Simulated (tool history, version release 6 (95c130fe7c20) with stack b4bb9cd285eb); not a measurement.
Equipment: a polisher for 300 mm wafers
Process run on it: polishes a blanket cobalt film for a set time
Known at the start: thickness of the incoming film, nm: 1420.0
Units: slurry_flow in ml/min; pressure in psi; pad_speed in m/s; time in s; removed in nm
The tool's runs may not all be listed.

{"run": 1, "day": 0.0, "slurry_flow": 140, "pressure": 1.6, "pad_speed": 0.82, "time": 50, "removed": 132.76}
{"run": 2, "day": 0.375, "slurry_flow": 145, "pressure": 1.7, "pad_speed": 0.82, "time": 50, "removed": 144.74}
{"run": 3, "day": 0.458, "slurry_flow": 150, "pressure": 1.8, "pad_speed": 0.82, "time": 50, "removed": 151.5}
{"run": 4, "day": 0.792, "slurry_flow": 150, "pressure": 1.8, "pad_speed": 1.02, "time": 50, "removed": 175.19}
{"run": 5, "day": 1.071, "slurry_flow": 150, "pressure": 1.8, "pad_speed": 1.16, "time": 50, "removed": 193.15}
{"run": 6, "day": 1.142, "slurry_flow": 150, "pressure": 1.8, "pad_speed": 1.16, "time": 46, "removed": 175.06}
{"run": 7, "day": 1.471, "slurry_flow": 155, "pressure": 1.9, "pad_speed": 1.16, "time": 46, "removed": 187.29}

Run 8 has not been measured yet. What should we expect?
{"run": 8, "day": 1.625, "slurry_flow": 155, "pressure": 2.0, "pad_speed": 1.16, "time": 46, "removed": "?"}

Run 8 yielded removed 194.99 nm.

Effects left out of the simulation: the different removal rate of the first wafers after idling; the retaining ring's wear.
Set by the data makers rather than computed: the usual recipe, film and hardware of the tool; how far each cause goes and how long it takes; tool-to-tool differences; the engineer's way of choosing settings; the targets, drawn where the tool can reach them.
